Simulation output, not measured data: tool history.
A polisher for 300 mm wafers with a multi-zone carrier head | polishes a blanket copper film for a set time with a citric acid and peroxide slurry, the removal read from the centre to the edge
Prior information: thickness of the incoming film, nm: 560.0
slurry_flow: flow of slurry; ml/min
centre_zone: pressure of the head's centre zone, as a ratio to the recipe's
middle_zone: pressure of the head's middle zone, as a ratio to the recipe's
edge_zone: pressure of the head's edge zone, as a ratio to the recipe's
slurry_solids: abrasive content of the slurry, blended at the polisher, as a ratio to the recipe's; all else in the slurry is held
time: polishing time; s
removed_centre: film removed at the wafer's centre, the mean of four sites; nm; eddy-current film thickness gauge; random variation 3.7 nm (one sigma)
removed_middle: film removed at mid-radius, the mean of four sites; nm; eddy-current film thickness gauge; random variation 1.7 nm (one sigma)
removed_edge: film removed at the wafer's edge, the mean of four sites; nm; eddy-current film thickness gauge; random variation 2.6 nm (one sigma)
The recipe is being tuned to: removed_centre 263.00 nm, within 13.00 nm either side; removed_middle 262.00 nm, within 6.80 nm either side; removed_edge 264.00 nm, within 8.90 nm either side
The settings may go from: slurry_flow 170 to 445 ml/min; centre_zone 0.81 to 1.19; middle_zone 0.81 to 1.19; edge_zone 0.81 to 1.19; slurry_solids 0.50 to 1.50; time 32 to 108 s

run	hour	slurry_flow	centre_zone	middle_zone	edge_zone	slurry_solids	time	removed_centre	removed_middle	removed_edge
1	0.0	285	1.00	1.00	1.00	1.00	70	166.58	171.78	173.11
2	3.9	285	0.92	1.00	1.00	1.00	70	158.80	170.69	171.75
3	4.7	290	0.95	1.01	1.02	1.05	72	166.36	180.69	179.09
4	10.7	290	0.97	1.00	1.03	1.10	75	184.97	187.62	187.82
5	11.6	290	0.97	1.06	1.03	1.10	75	178.99	198.51	188.24
6	13.5	250	0.97	1.06	1.03	1.10	75	176.32	194.75	188.83
7	22.3	240	0.98	1.06	1.04	1.15	78	189.52	204.79	198.05
8	30.7	310	1.04	1.07	1.14	1.40	90	243.74	256.54	253.09
9	34.0	310	1.05	1.07	1.14	1.40	90	247.57	254.08	254.89
10	39.5	310	1.05	1.07	1.14	1.40	90	247.72	257.72	257.76
11	43.9	310	1.06	1.07	1.14	1.40	90	245.23	253.93	258.30
12	45.6	310	1.06	1.07	1.14	1.40	90	248.06	254.05	253.69
13	47.6	310	1.07	1.07	1.14	1.40	90	248.16	254.13	252.41

Consider the 5 candidate settings below. Which is the only one whose results all fall within their allowed miss of target?
A	49.6	330	0.98	1.08	1.17	1.35	91	?	?	?
B	49.6	345	1.10	1.05	1.15	1.40	93	?	?	?
C	49.6	310	1.13	1.05	1.14	1.50	100	?	?	?
D	49.6	340	1.08	1.04	1.12	1.50	99	?	?	?
E	49.6	345	1.19	1.08	1.06	1.45	96	?	?	?

move	removed_centre	removed_middle	removed_edge
A	235.76	259.38	261.18
B	267.21	261.98	267.79
C	295.29	283.63	289.31
D	284.64	280.96	285.72
E	296.30	279.30	267.40
A: brings the last run's worst result on target, with another outside its allowed miss
B: hits every target within its allowed miss
C: carries the result that was furthest off beyond its target, to the other side
D: carries the result that was furthest off beyond its target, to the other side
E: brings the last run's worst result on target, with another outside its allowed miss
Move B is the one to make.
